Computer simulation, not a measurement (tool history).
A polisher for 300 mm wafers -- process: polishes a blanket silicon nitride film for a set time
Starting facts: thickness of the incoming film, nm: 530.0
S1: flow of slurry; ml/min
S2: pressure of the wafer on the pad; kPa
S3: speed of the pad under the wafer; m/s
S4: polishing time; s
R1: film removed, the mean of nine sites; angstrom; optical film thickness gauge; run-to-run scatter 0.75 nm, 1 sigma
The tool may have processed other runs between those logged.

run  hour   S1    S2    S3  S4      R1
  1     0  285  21.4  1.12  54  1042.4
  2   6.9  285    20  1.12  54  987.43
  3  10.9  350    20  1.12  54  994.04
  4  19.8  350  18.6  1.12  54  939.47
  5  21.5  350  17.9  1.12  54   898.4
  6  22.4  350  17.9  1.12  54  903.18
  7  23.3  350  17.2  1.12  54  863.49
  8  28.3  350  16.5  1.12  54  839.56

Run 9, settings as shown, results not yet in. Your forecast:
  9  31.4  350  16.5  1.12  54   ?

Run 9 produced R1 824.84 angstrom.
